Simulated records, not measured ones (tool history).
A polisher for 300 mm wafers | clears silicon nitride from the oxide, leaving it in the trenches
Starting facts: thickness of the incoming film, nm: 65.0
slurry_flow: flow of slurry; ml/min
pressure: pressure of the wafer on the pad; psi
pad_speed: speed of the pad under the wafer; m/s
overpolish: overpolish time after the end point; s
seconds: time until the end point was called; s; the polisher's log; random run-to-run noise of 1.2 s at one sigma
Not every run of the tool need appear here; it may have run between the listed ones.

run,day,slurry_flow,pressure,pad_speed,overpolish,seconds
1,0.000,270,3.3,0.78,15,80.528
2,0.204,270,3.3,0.78,12,81.014
3,0.275,270,3.3,0.78,15,79.770
4,0.362,270,2.9,0.78,15,89.884
5,0.646,305,2.9,0.78,15,88.574
6,0.871,300,2.5,0.78,15,103.600
7,1.117,300,2.3,0.78,15,112.620
8,1.238,295,2.2,0.78,15,116.710
9,1.479,290,1.8,0.78,15,145.520

Forecast run 10:
10,1.546,305,1.8,0.78,15,?

seconds: 143.970 s
